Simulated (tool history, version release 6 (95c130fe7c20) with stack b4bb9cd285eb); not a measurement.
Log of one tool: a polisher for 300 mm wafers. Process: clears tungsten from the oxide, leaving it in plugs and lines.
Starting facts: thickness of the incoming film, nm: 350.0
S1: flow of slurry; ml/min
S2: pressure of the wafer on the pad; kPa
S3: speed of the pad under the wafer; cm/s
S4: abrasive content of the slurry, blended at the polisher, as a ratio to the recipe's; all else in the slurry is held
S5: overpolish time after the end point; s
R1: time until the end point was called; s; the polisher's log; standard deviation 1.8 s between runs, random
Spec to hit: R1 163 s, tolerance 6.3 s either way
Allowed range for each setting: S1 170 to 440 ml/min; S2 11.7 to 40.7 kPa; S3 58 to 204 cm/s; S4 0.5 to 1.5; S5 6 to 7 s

| run | hour | S1 | S2 | S3 | S4 | S5 | R1 |
|---|---|---|---|---|---|---|---|
| 1 | 0 | 280 | 26.2 | 130 | 1 | 7 | 52.263 |
| 2 | 2.9 | 280 | 26.2 | 130 | 1 | 7 | 52.319 |
| 3 | 8.1 | 275 | 22.1 | 108 | 0.95 | 7 | 73.898 |
| 4 | 15.8 | 275 | 19.3 | 108 | 0.95 | 7 | 82.579 |
| 5 | 17.6 | 275 | 19.3 | 94 | 0.95 | 7 | 96.549 |
| 6 | 19.9 | 275 | 17.2 | 86 | 0.95 | 7 | 116.66 |
| 7 | 24 | 275 | 15.9 | 82 | 0.95 | 7 | 129.9 |
| 8 | 32.1 | 275 | 11.7 | 76 | 0.95 | 7 | 177.52 |
| 9 | 33.1 | 275 | 13.8 | 76 | 0.95 | 7 | 154.99 |

Consider the 5 candidate settings below. Which is the only one whose results all fall within their allowed miss of target?
| A | 34.1 | 275 | 13.1 | 86 | 0.85 | 6 | ? |
| B | 34.1 | 255 | 13.8 | 66 | 1 | 6 | ? |
| C | 34.1 | 280 | 13.1 | 68 | 0.95 | 7 | ? |
| D | 34.1 | 275 | 12.4 | 92 | 0.85 | 6 | ? |
| E | 34.1 | 295 | 14.5 | 72 | 0.85 | 7 | ? |

| move | R1 |
|---|---|
| A | 150.49 |
| B | 176.91 |
| C | 180.86 |
| D | 147.53 |
| E | 162.81 |
A: misses by more than the last run did
B: carries the result that was furthest off beyond its target, to the other side
C: carries the result that was furthest off beyond its target, to the other side
D: misses by more than the last run did
E: every result lands within tolerance
Move E is the one to make.
